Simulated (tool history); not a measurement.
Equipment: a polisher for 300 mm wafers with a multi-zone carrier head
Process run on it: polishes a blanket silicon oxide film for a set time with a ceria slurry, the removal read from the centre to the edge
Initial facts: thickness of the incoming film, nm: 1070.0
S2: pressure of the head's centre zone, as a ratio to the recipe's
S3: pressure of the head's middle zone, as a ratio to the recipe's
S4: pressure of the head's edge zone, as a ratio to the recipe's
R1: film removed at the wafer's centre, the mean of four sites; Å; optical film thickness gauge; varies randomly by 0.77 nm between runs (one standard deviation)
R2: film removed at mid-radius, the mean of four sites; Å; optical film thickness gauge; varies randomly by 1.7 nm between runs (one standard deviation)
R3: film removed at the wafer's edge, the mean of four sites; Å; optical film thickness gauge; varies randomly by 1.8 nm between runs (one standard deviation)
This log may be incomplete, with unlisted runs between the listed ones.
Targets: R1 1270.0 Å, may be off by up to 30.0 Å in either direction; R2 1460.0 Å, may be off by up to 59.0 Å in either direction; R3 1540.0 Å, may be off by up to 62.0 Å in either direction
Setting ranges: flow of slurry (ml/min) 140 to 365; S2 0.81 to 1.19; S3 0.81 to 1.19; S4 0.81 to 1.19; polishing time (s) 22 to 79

Run 1, hour 0.0: flow of slurry (ml/min) 235, S2 1.00, S3 1.00, S4 1.00, polishing time (s) 50. Result: R1 1753.8 Å, R2 1786.1 Å, R3 1827.4 Å.
Run 2, hour 8.9: flow of slurry (ml/min) 275, S2 1.00, S3 1.00, S4 1.00, polishing time (s) 50. Result: R1 1773.0 Å, R2 1843.2 Å, R3 1839.5 Å.
Run 3, hour 11.4: flow of slurry (ml/min) 270, S2 0.98, S3 0.99, S4 0.99, polishing time (s) 49. Result: R1 1708.9 Å, R2 1760.2 Å, R3 1807.4 Å.
Run 4, hour 18.8: flow of slurry (ml/min) 270, S2 0.98, S3 0.99, S4 1.03, polishing time (s) 49. Result: R1 1701.1 Å, R2 1753.6 Å, R3 1808.1 Å.
Run 5, hour 26.2: flow of slurry (ml/min) 270, S2 0.96, S3 0.99, S4 1.03, polishing time (s) 48. Result: R1 1633.5 Å, R2 1716.0 Å, R3 1789.0 Å.
Run 6, hour 34.4: flow of slurry (ml/min) 270, S2 0.96, S3 0.99, S4 0.98, polishing time (s) 48. Result: R1 1642.6 Å, R2 1752.7 Å, R3 1769.8 Å.
Run 7, hour 43.2: flow of slurry (ml/min) 270, S2 0.95, S3 0.99, S4 0.98, polishing time (s) 47. Result: R1 1586.7 Å, R2 1679.9 Å, R3 1685.7 Å.
Run 8, hour 50.0: flow of slurry (ml/min) 265, S2 0.93, S3 0.99, S4 0.98, polishing time (s) 47. Result: R1 1551.5 Å, R2 1692.4 Å, R3 1734.4 Å.
Run 9, hour 58.2: flow of slurry (ml/min) 265, S2 0.92, S3 0.99, S4 0.97, polishing time (s) 46. Result: R1 1512.8 Å, R2 1640.5 Å, R3 1645.6 Å.
Run 10, hour 63.7: flow of slurry (ml/min) 200, S2 0.82, S3 0.93, S4 0.99, polishing time (s) 45. Result: R1 1307.2 Å, R2 1500.4 Å, R3 1616.6 Å.
Run 11, hour 65.5: flow of slurry (ml/min) 200, S2 0.82, S3 0.93, S4 0.98, polishing time (s) 45. Result: R1 1309.0 Å, R2 1510.8 Å, R3 1633.2 Å.
Run 12, hour 73.4: flow of slurry (ml/min) 200, S2 0.82, S3 0.93, S4 0.97, polishing time (s) 45. Result: R1 1320.4 Å, R2 1533.1 Å, R3 1605.8 Å.

Which single option among these 5 for the next run brings every result within its allowed miss of target? Just one does.
Run A, hour 81.3: flow of slurry (ml/min) 225, S2 0.81, S3 0.97, S4 0.97, polishing time (s) 45. Result: R1 ?, R2 ?, R3 ?.
Run B, hour 81.3: flow of slurry (ml/min) 230, S2 0.82, S3 0.93, S4 0.97, polishing time (s) 43. Result: R1 ?, R2 ?, R3 ?.
Run C, hour 81.3: flow of slurry (ml/min) 140, S2 0.85, S3 0.85, S4 0.97, polishing time (s) 50. Result: R1 ?, R2 ?, R3 ?.
Run D, hour 81.3: flow of slurry (ml/min) 140, S2 0.84, S3 1.01, S4 0.85, polishing time (s) 49. Result: R1 ?, R2 ?, R3 ?.
Run E, hour 81.3: flow of slurry (ml/min) 190, S2 0.86, S3 0.86, S4 0.96, polishing time (s) 47. Result: R1 ?, R2 ?, R3 ?.

move      R1      R2      R3
   A  1315.9  1612.8  1628.4
   B  1272.2  1506.1  1558.7
   C  1452.8  1595.0  1758.2
   D  1411.3  1728.3  1618.8
   E  1419.5  1549.2  1676.5
A: misses by more than the last run did
B: every result lands within tolerance
C: misses by more than the last run did
D: misses by more than the last run did
E: misses by more than the last run did
Correct choice: B, which meets every target
